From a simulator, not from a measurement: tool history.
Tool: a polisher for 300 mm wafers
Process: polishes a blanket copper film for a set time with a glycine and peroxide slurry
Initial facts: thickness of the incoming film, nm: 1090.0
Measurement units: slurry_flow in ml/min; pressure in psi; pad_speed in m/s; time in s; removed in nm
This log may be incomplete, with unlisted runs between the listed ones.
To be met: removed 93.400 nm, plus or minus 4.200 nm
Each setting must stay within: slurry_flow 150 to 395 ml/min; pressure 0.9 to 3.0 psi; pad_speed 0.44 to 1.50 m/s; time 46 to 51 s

run 1 hour=0.0 | slurry_flow=250 pressure=1.9 pad_speed=0.96 time=51 | removed=207.640
run 2 hour=5.8 | slurry_flow=250 pressure=1.6 pad_speed=0.96 time=51 | removed=181.820
run 3 hour=7.5 | slurry_flow=250 pressure=1.5 pad_speed=0.90 time=51 | removed=160.890
run 4 hour=14.5 | slurry_flow=250 pressure=1.5 pad_speed=1.04 time=51 | removed=183.790
run 5 hour=16.3 | slurry_flow=290 pressure=1.5 pad_speed=1.04 time=51 | removed=189.750
run 6 hour=24.3 | slurry_flow=290 pressure=1.5 pad_speed=1.04 time=51 | removed=185.980
run 7 hour=31.1 | slurry_flow=290 pressure=1.4 pad_speed=0.98 time=51 | removed=171.270
run 8 hour=39.3 | slurry_flow=290 pressure=1.3 pad_speed=0.94 time=51 | removed=155.710
run 9 hour=46.2 | slurry_flow=290 pressure=1.3 pad_speed=0.90 time=51 | removed=154.420
run 10 hour=48.5 | slurry_flow=290 pressure=1.3 pad_speed=0.86 time=51 | removed=149.490
run 11 hour=49.5 | slurry_flow=290 pressure=1.3 pad_speed=0.82 time=51 | removed=148.370
run 12 hour=55.6 | slurry_flow=285 pressure=1.3 pad_speed=0.78 time=51 | removed=140.500
run 13 hour=60.7 | slurry_flow=285 pressure=1.3 pad_speed=0.74 time=51 | removed=135.400
run 14 hour=62.8 | slurry_flow=285 pressure=1.3 pad_speed=0.72 time=51 | removed=131.900
run 15 hour=64.4 | slurry_flow=285 pressure=1.3 pad_speed=0.72 time=51 | removed=130.310
run 16 hour=65.6 | slurry_flow=285 pressure=1.3 pad_speed=0.70 time=51 | removed=130.590
run 17 hour=74.6 | slurry_flow=285 pressure=1.3 pad_speed=0.68 time=51 | removed=129.610

Pick the move, out of 5, that brings all results within their allowed miss; only one does.
run A hour=83.6 | slurry_flow=290 pressure=1.1 pad_speed=0.56 time=46 | removed=?
run B hour=83.6 | slurry_flow=340 pressure=1.3 pad_speed=0.80 time=49 | removed=?
run C hour=83.6 | slurry_flow=285 pressure=1.0 pad_speed=0.62 time=50 | removed=?
run D hour=83.6 | slurry_flow=290 pressure=0.9 pad_speed=0.90 time=46 | removed=?
run E hour=83.6 | slurry_flow=290 pressure=2.0 pad_speed=0.64 time=51 | removed=?

move=A removed=95.056
move=B removed=138.790
move=C removed=103.480
move=D removed=110.310
move=E removed=163.290
A: each result inside its tolerance
B: misses by more than the last run did
C: moves toward the targets from the last run without getting all of them in spec
D: moves toward the targets from the last run without getting all of them in spec
E: misses by more than the last run did
Move A is the one to make.

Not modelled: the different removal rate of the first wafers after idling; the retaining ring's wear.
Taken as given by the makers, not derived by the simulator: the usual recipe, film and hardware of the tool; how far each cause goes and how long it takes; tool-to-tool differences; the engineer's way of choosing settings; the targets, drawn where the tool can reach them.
